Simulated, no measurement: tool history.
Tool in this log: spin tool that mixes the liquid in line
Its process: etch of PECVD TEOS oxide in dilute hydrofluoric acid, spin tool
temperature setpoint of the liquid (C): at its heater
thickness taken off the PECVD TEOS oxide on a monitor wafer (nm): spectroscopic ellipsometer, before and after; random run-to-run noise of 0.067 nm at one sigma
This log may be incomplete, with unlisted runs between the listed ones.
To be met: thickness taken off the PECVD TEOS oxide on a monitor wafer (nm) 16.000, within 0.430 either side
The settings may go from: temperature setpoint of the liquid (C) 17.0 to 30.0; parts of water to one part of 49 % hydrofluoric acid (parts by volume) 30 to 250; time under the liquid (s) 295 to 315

run	day	temperature setpoint of the liquid (C)	parts of water to one part of 49 % hydrofluoric acid (parts by volume)	time under the liquid (s)	thickness taken off the PECVD TEOS oxide on a monitor wafer (nm)
1	0.000	22.0	140	295	18.411
2	0.062	21.0	140	295	17.832
3	0.108	20.0	140	295	17.024
4	0.350	19.5	140	295	16.636
5	0.675	19.5	110	295	21.951
6	0.883	19.5	110	315	23.268
7	1.246	19.5	110	315	23.532
8	1.283	19.0	120	315	20.914
9	1.492	18.5	125	315	19.522
10	1.729	18.5	125	315	19.488
11	2.008	18.0	130	315	18.234
12	2.208	17.5	135	315	17.125

Exercise: of the 5 proposed moves below, exactly one satisfies all targets within the stated allowed misses. Which move is it?
A	2.408	18.0	125	315	?
B	2.408	17.0	120	295	?
C	2.408	19.5	130	310	?
D	2.408	17.0	140	310	?
E	2.408	17.5	130	315	?

move	thickness taken off the PECVD TEOS oxide on a monitor wafer (nm)
A	18.893
B	17.773
C	18.909
D	15.693
E	17.705
A: its largest miss is bigger than the last run's
B: its largest miss is bigger than the last run's
C: its largest miss is bigger than the last run's
D: all results in spec
E: its largest miss is bigger than the last run's
Correct choice: D, which meets every target

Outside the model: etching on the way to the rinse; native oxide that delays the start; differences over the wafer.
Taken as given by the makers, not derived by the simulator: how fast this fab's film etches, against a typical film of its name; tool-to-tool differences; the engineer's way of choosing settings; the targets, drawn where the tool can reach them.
